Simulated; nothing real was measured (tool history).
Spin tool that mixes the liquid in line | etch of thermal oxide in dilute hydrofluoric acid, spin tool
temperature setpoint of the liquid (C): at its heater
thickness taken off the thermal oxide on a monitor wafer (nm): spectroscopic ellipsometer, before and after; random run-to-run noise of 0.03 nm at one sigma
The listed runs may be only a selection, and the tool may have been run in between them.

| run | day | temperature setpoint of the liquid (C) | parts of water to one part of 49 % hydrofluoric acid (parts by volume) | time under the liquid (s) | thickness taken off the thermal oxide on a monitor wafer (nm) |
|---|---|---|---|---|---|
| 1 | 0.000 | 26.0 | 180 | 285 | 7.2202 |
| 2 | 0.167 | 24.0 | 180 | 285 | 6.7412 |
| 3 | 0.292 | 24.0 | 180 | 305 | 7.3230 |
| 4 | 0.621 | 24.0 | 225 | 305 | 5.5157 |
| 5 | 0.975 | 24.0 | 175 | 305 | 7.4748 |
| 6 | 1.112 | 25.5 | 175 | 305 | 7.8200 |
| 7 | 1.312 | 24.5 | 185 | 305 | 7.1739 |
| 8 | 1.412 | 23.5 | 190 | 305 | 6.6350 |
| 9 | 1.504 | 22.5 | 195 | 305 | 6.2436 |
| 10 | 1.567 | 22.0 | 200 | 305 | 5.9627 |

What will run 11 give?
| 11 | 1.654 | 21.5 | 205 | 305 | ? |

thickness taken off the thermal oxide on a monitor wafer (nm): 5.5722
